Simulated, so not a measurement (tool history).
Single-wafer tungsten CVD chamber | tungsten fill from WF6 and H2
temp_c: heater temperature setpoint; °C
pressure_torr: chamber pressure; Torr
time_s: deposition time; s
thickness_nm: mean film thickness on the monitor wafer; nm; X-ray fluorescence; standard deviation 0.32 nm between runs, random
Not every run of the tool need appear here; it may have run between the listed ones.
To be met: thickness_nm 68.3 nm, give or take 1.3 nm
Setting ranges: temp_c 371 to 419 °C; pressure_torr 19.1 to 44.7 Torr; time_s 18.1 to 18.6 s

run  hour  temp_c  pressure_torr  time_s  thickness_nm
  1     0     395           31.9    18.1        46.432
  2   1.4     403           31.9    18.1        54.706
  3   5.5     406             32    18.1        58.108
  4  10.6     408           32.1    18.1          60.6
  5  11.9     410           32.1    18.1        62.837
  6  17.4     411           32.1    18.1        63.878
  7  22.9     412           32.1    18.1        65.316
  8  28.4     413           32.1    18.1        66.484

Exercise: of the 4 proposed moves below, exactly one satisfies all targets within the stated allowed misses. Which move is it?
  A  33.9     417           30.1    18.6             ?
  B  33.9     416           30.1    18.2             ?
  C  33.9     410           37.9    18.6             ?
  D  33.9     411           32.2    18.2             ?

move  thickness_nm
   A        71.062
   B        68.285
   C        70.759
   D        64.647
A: pushes the last run's worst result past its target
B: all results land within tolerance of their targets
C: pushes the last run's worst result past its target
D: the biggest miss grows against the last run
The right move is B.

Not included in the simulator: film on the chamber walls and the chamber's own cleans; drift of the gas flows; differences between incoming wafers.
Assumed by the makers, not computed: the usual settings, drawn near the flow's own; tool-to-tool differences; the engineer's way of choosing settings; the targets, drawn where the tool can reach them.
